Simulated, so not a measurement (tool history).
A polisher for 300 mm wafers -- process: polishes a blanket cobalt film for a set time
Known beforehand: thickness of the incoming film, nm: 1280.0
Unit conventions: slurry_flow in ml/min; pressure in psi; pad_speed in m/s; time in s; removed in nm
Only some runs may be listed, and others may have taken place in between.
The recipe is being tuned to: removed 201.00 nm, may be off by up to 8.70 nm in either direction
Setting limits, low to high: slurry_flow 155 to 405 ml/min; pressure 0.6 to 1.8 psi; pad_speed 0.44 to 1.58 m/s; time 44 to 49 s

run 1 day=0.000 | slurry_flow=260 pressure=1.2 pad_speed=1.00 time=49 | removed=122.33
run 2 day=0.329 | slurry_flow=260 pressure=1.4 pad_speed=1.02 time=49 | removed=136.78
run 3 day=0.433 | slurry_flow=215 pressure=1.4 pad_speed=1.02 time=49 | removed=134.54
run 4 day=0.496 | slurry_flow=220 pressure=1.5 pad_speed=1.06 time=49 | removed=146.70
run 5 day=0.825 | slurry_flow=220 pressure=1.5 pad_speed=1.06 time=44 | removed=131.39
run 6 day=1.171 | slurry_flow=220 pressure=1.5 pad_speed=1.06 time=49 | removed=146.90
run 7 day=1.212 | slurry_flow=225 pressure=1.6 pad_speed=1.10 time=49 | removed=162.09
run 8 day=1.475 | slurry_flow=235 pressure=1.7 pad_speed=1.12 time=49 | removed=176.60
run 9 day=1.708 | slurry_flow=245 pressure=1.7 pad_speed=1.14 time=49 | removed=174.49
run 10 day=1.912 | slurry_flow=245 pressure=1.7 pad_speed=1.18 time=49 | removed=178.98
run 11 day=2.108 | slurry_flow=245 pressure=1.7 pad_speed=1.20 time=49 | removed=182.95

Exactly one of the 5 candidate moves below puts every result within its allowed miss. Which one?
run A day=2.304 | slurry_flow=265 pressure=1.7 pad_speed=1.22 time=45 | removed=?
run B day=2.304 | slurry_flow=260 pressure=1.7 pad_speed=1.12 time=44 | removed=?
run C day=2.304 | slurry_flow=300 pressure=1.8 pad_speed=1.30 time=47 | removed=?
run D day=2.304 | slurry_flow=270 pressure=1.6 pad_speed=1.16 time=49 | removed=?
run E day=2.304 | slurry_flow=265 pressure=1.8 pad_speed=1.20 time=45 | removed=?

move=A removed=171.00
move=B removed=158.00
move=C removed=198.69
move=D removed=170.97
move=E removed=178.26
A: moves away from the targets compared with the last run
B: moves away from the targets compared with the last run
C: all results land within tolerance of their targets
D: moves away from the targets compared with the last run
E: moves away from the targets compared with the last run
C meets every target.

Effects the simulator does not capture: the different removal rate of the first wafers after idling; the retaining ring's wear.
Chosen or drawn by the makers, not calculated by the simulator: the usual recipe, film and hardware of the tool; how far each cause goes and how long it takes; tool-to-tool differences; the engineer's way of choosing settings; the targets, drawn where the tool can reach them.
